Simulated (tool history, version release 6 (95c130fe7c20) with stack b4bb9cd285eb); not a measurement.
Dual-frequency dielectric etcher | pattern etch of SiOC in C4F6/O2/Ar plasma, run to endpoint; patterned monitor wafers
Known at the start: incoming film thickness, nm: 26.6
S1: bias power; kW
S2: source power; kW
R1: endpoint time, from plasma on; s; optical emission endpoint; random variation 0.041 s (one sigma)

run  hour     S1     S2      R1
  1   0.0  0.612  0.420  7.9864
  2   0.6  0.612  0.370  8.4945
  3   1.1  0.612  0.400  8.2785
  4   4.4  0.683  0.420  7.5154
  5   9.9  0.622  0.420  7.9515
  6  13.1  0.585  0.420  8.1533
  7  16.4  0.707  0.480  6.8874

Forecast run 8:
  8  18.0  0.716  0.480   ?

R1: 6.8604 s
